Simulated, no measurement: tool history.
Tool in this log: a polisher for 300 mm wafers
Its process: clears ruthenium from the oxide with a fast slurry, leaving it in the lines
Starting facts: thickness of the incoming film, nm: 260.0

| run | hour | flow of slurry (ml/min) | pressure of the wafer on the pad (psi) | speed of the pad under the wafer (cm/s) | abrasive content of the slurry | overpolish time after the end point (s) | time until the end point was called (s) | dishing of a wide line in a test structure (angstrom) |
|---|---|---|---|---|---|---|---|---|
| 1 | 0.0 | 305 | 2.7 | 114 | 1.0 | 20 | 56.556 | 730.61 |
| 2 | 3.8 | 305 | 2.3 | 106 | 1.0 | 20 | 67.466 | 638.63 |
| 3 | 4.7 | 305 | 2.3 | 106 | 1.0 | 14 | 68.077 | 463.98 |
| 4 | 7.9 | 305 | 2.0 | 96 | 1.0 | 16 | 84.034 | 424.04 |
|  | 16.9 | slurry nozzle cleaned |
| 5 | 16.9 | 305 | 1.8 | 92 | 1.0 | 17 | 93.276 | 409.69 |
| 6 | 20.0 | 305 | 1.7 | 88 | 1.0 | 18 | 99.817 | 419.70 |

Run 7 is up next; what results do you expect?
| 7 | 22.1 | 305 | 1.3 | 76 | 1.0 | 19 | ? | ? |

time until the end point was called (s): 139.740
dishing of a wide line in a test structure (angstrom): 318.69
